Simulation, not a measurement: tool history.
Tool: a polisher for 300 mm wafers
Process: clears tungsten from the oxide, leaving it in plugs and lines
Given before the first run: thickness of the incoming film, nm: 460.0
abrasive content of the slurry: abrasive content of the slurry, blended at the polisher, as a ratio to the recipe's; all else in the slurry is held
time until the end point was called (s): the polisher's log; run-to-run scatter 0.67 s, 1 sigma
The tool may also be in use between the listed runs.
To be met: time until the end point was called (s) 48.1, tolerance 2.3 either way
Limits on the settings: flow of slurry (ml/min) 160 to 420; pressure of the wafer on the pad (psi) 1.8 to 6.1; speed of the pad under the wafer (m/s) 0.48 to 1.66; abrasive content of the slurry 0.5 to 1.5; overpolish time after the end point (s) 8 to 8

| run | hour | flow of slurry (ml/min) | pressure of the wafer on the pad (psi) | speed of the pad under the wafer (m/s) | abrasive content of the slurry | overpolish time after the end point (s) | time until the end point was called (s) |
|---|---|---|---|---|---|---|---|
| 1 | 0 | 270 | 3.9 | 1.06 | 1 | 8 | 76.027 |
| 2 | 9 | 270 | 4.2 | 1.06 | 1 | 8 | 71.318 |
| 3 | 18 | 270 | 4.5 | 1.06 | 1 | 8 | 67.093 |
| 4 | 24.4 | 270 | 3.5 | 1.06 | 1 | 8 | 84.706 |
| 5 | 33.2 | 270 | 3.5 | 1.06 | 0.9 | 8 | 85.386 |
| 6 | 37.7 | 270 | 3.5 | 1.06 | 0.9 | 8 | 89.57 |
| 7 | 45.6 | 270 | 3.9 | 1.06 | 0.9 | 8 | 78.108 |
| 8 | 49.6 | 270 | 4.2 | 1.06 | 0.9 | 8 | 71.521 |
| 9 | 57.3 | 270 | 4.5 | 1.06 | 0.9 | 8 | 67.254 |
| 10 | 65.7 | 270 | 4.7 | 1.06 | 0.9 | 8 | 64.876 |
| 11 | 68.2 | 270 | 4.7 | 1.06 | 0.9 | 8 | 64.549 |
| 12 | 74 | 270 | 5.8 | 1.08 | 0.9 | 8 | 52.892 |
| 13 | 79.8 | 270 | 5.9 | 1.08 | 0.9 | 8 | 51.706 |

Pick the move, out of 5, that brings all results within their allowed miss; only one does.
| A | 85.6 | 280 | 5.8 | 1.06 | 0.9 | 8 | ? |
| B | 85.6 | 300 | 6.1 | 1.24 | 0.95 | 8 | ? |
| C | 85.6 | 365 | 6.1 | 1.1 | 0.9 | 8 | ? |
| D | 85.6 | 330 | 5.9 | 1.04 | 0.9 | 8 | ? |
| E | 85.6 | 380 | 5.7 | 1.24 | 1.05 | 8 | ? |

| move | time until the end point was called (s) |
|---|---|
| A | 53.582 |
| B | 43.095 |
| C | 48.198 |
| D | 52.97 |
| E | 44.396 |
A: lands further from the targets than the last run did
B: moves the result that the last run missed by most past its target, out the other side
C: meets every target
D: lands further from the targets than the last run did
E: moves the result that the last run missed by most past its target, out the other side
The right move is C.

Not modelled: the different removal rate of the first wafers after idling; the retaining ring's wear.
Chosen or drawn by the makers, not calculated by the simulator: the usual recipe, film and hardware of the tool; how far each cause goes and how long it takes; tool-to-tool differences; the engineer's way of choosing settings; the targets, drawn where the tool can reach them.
